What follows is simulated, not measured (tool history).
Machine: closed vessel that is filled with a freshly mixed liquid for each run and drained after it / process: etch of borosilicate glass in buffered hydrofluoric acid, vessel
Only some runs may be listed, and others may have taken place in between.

run,hour,temperature setpoint of the liquid (K),parts of 40 % ammonium fluoride to one part of 49 % hydrofluoric acid (parts by volume),time in the liquid (s),thickness taken off the borosilicate glass on a monitor wafer (angstrom)
1,0.0,295.15,20.5,95,462.74
2,6.4,295.15,14.5,95,647.34
3,14.9,295.15,14.5,105,718.76
4,16.1,296.15,14.5,105,756.31
5,19.1,296.15,14.5,95,684.22
6,26.0,297.15,14.5,95,723.49

Run 7 has not been measured yet. What should we expect?
7,31.6,298.15,14.5,95,?

{"run 7": {"thickness taken off the borosilicate glass on a monitor wafer (angstrom)": 763.5}}
